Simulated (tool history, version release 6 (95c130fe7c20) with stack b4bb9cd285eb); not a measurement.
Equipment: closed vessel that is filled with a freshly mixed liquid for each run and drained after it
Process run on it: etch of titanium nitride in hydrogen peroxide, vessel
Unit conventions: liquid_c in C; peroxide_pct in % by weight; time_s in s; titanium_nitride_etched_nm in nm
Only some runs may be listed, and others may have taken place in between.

| run | hour | liquid_c | peroxide_pct | time_s | titanium_nitride_etched_nm |
|---|---|---|---|---|---|
| 1 | 0.0 | 49.0 | 18 | 1175 | 30.730 |
| 2 | 8.6 | 52.0 | 18 | 1175 | 38.254 |
| 3 | 12.1 | 52.0 | 15 | 1175 | 36.742 |
| 4 | 20.7 | 48.0 | 15 | 1175 | 27.802 |
| 5 | 29.5 | 42.5 | 15 | 1175 | 18.327 |
|  | 30.1 | thermometer replaced |
| 6 | 30.1 | 42.5 | 15 | 1265 | 16.912 |

Run 7, settings as shown, results not yet in. Your forecast:
| 7 | 31.5 | 47.0 | 15 | 1265 | ? |

titanium_nitride_etched_nm: 23.731 nm
